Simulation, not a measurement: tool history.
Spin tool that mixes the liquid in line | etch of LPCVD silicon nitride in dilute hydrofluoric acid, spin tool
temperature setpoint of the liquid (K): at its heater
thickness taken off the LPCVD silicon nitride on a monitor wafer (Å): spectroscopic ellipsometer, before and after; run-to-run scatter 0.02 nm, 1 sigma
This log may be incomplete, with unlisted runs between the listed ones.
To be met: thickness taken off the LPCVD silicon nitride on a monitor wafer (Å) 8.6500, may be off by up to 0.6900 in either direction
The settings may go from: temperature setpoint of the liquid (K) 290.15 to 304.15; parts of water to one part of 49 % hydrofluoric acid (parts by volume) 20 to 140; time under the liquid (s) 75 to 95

run,hour,temperature setpoint of the liquid (K),parts of water to one part of 49 % hydrofluoric acid (parts by volume),time under the liquid (s),thickness taken off the LPCVD silicon nitride on a monitor wafer (Å)
1,0.0,296.15,75,95,5.4943
2,5.4,297.15,75,95,5.7153
3,11.3,297.15,75,95,5.9518
4,12.6,298.15,75,95,6.1802
5,16.3,299.15,75,95,6.8527
6,23.9,299.15,100,95,5.1253
7,28.6,300.15,95,95,5.4775
8,36.6,300.65,90,95,6.3098
9,42.3,301.15,90,95,6.5770
10,50.5,301.65,90,95,6.8062
11,56.0,302.15,90,95,6.8555
12,59.3,302.65,90,95,6.9354
13,66.8,303.15,85,95,7.7435
14,75.1,303.15,85,95,7.8276

4 candidate next runs follow, results not yet known. Just one meets every target within its allowed miss. Identify it.
A,83.4,304.15,100,90,?
B,83.4,303.65,75,90,?
C,83.4,301.15,80,95,?
D,83.4,302.65,85,95,?

move,thickness taken off the LPCVD silicon nitride on a monitor wafer (Å)
A,6.3973
B,8.2773
C,6.9829
D,7.2349
A: further off than the last run
B: in spec on every target
C: further off than the last run
D: further off than the last run
The right move is B.
